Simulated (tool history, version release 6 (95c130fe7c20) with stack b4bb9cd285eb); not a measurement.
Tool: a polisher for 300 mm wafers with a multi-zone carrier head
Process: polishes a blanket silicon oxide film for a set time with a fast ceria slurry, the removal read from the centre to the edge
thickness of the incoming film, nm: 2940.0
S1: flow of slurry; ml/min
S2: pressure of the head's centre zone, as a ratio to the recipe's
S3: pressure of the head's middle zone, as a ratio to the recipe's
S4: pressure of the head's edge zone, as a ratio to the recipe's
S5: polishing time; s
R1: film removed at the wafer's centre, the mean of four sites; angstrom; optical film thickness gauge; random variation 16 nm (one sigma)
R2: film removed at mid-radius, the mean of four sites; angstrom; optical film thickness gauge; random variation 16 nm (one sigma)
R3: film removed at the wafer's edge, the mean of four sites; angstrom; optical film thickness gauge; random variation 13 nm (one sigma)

run,hour,S1,S2,S3,S4,S5,R1,R2,R3
1,0.0,240,1.00,1.00,1.00,47,9820.1,9782.1,9732.1
2,0.6,245,1.00,1.04,1.01,48,10017.0,10306.0,9957.6
3,9.1,245,1.08,1.04,1.01,48,11167.0,10173.0,9879.7
4,11.9,280,1.08,1.04,1.01,48,11267.0,10531.0,10025.0
5,15.4,280,1.08,1.04,1.01,43,10084.0,9277.1,9019.9
6,17.4,280,1.04,1.04,1.01,43,9606.3,9288.5,8902.7

The next listed run, before its measurement:
7,25.3,285,1.03,1.07,1.02,45,?,?,?

{"run 7": {"R1": 9939.5, "R2": 10064.0, "R3": 9306.7}}

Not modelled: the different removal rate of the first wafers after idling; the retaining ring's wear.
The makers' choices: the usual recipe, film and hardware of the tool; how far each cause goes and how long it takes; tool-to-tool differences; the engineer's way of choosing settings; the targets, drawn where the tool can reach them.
